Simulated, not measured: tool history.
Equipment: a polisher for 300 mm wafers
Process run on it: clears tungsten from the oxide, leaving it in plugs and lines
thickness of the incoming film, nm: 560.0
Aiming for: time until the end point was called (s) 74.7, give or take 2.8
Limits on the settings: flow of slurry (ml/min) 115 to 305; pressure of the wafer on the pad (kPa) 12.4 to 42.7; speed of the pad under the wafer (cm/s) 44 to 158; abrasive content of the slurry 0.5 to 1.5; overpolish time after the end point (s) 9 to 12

run,hour,flow of slurry (ml/min),pressure of the wafer on the pad (kPa),speed of the pad under the wafer (cm/s),abrasive content of the slurry,overpolish time after the end point (s),time until the end point was called (s)
1,0,195,27.6,100,1,12,140.85
2,7,195,27.6,100,1,9,138.1
3,13.6,195,30.3,100,1,9,124.82
4,17.5,195,32.4,100,1,9,115.97
5,25.8,195,32.4,88,1,9,132.71
6,33.5,195,32.4,100,1,9,118.4
7,40.6,205,40,110,1,9,87.26
8,47.4,205,40.7,112,1,9,84.842

Consider the 5 candidate settings below. Which is the only one whose results all fall within their allowed miss of target?
A,54.2,175,35.9,134,0.85,9,?
B,54.2,195,42.7,116,1.15,12,?
C,54.2,230,37.9,118,1,11,?
D,54.2,190,41.4,110,1,9,?
E,54.2,200,40,116,1,9,?

move,time until the end point was called (s)
A,81.796
B,74.583
C,82.383
D,83.153
E,81.013
A: nearer than the last run, and not there yet
B: all results land within tolerance of their targets
C: nearer than the last run, and not there yet
D: nearer than the last run, and not there yet
E: nearer than the last run, and not there yet
B meets every target.
